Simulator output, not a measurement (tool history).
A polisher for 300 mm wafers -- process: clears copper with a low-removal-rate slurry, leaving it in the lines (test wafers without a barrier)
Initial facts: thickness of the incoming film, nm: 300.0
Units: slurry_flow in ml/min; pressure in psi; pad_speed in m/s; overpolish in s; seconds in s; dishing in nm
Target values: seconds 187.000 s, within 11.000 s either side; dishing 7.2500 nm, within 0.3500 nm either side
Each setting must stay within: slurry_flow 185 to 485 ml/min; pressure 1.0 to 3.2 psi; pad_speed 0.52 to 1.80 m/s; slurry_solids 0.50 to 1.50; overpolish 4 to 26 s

| run | hour | slurry_flow | pressure | pad_speed | slurry_solids | overpolish | seconds | dishing |
|---|---|---|---|---|---|---|---|---|
| 1 | 0.0 | 310 | 2.1 | 1.16 | 1.00 | 13 | 116.170 | 17.0540 |
| 2 | 4.1 | 310 | 2.1 | 1.16 | 1.10 | 13 | 109.820 | 17.0450 |
| 3 | 8.4 | 310 | 2.1 | 1.16 | 1.10 | 17 | 114.210 | 20.0880 |
| 4 | 9.2 | 310 | 2.5 | 1.16 | 1.10 | 17 | 93.364 | 22.3170 |
| 5 | 18.3 | 300 | 2.4 | 1.04 | 1.20 | 14 | 107.460 | 18.9120 |
| 6 | 22.8 | 300 | 2.4 | 1.04 | 1.40 | 14 | 99.677 | 19.3900 |
| 7 | 27.4 | 335 | 2.1 | 1.04 | 1.30 | 12 | 116.720 | 16.1340 |
| 8 | 28.7 | 360 | 1.9 | 1.06 | 1.15 | 10 | 132.420 | 12.5740 |
| 9 | 33.8 | 370 | 1.8 | 1.06 | 1.15 | 9 | 139.760 | 11.3900 |
| 10 | 37.3 | 375 | 1.7 | 1.06 | 1.15 | 8 | 144.060 | 9.8956 |
| 11 | 45.7 | 375 | 1.6 | 1.06 | 1.15 | 8 | 159.530 | 9.2914 |

Next run, 5 choices. One meets every target within its allowed miss, the rest don't. Which?
| A | 54.1 | 350 | 1.5 | 0.92 | 1.25 | 8 | ? | ? |
| B | 54.1 | 270 | 1.9 | 0.92 | 1.00 | 6 | ? | ? |
| C | 54.1 | 340 | 1.3 | 0.92 | 1.15 | 9 | ? | ? |
| D | 54.1 | 395 | 1.7 | 0.80 | 1.20 | 7 | ? | ? |
| E | 54.1 | 325 | 1.8 | 0.68 | 1.05 | 9 | ? | ? |

| move | seconds | dishing |
|---|---|---|
| A | 188.500 | 8.2474 |
| B | 164.470 | 7.2708 |
| C | 222.000 | 7.9094 |
| D | 191.630 | 7.2669 |
| E | 223.790 | 7.9035 |
A: moves toward the targets from the last run without getting all of them in spec
B: corrects the largest miss of the last run, while another result sits out of spec
C: moves toward the targets from the last run without getting all of them in spec
D: each result inside its tolerance
E: moves toward the targets from the last run without getting all of them in spec
D is the move that brings every result within its allowed miss.

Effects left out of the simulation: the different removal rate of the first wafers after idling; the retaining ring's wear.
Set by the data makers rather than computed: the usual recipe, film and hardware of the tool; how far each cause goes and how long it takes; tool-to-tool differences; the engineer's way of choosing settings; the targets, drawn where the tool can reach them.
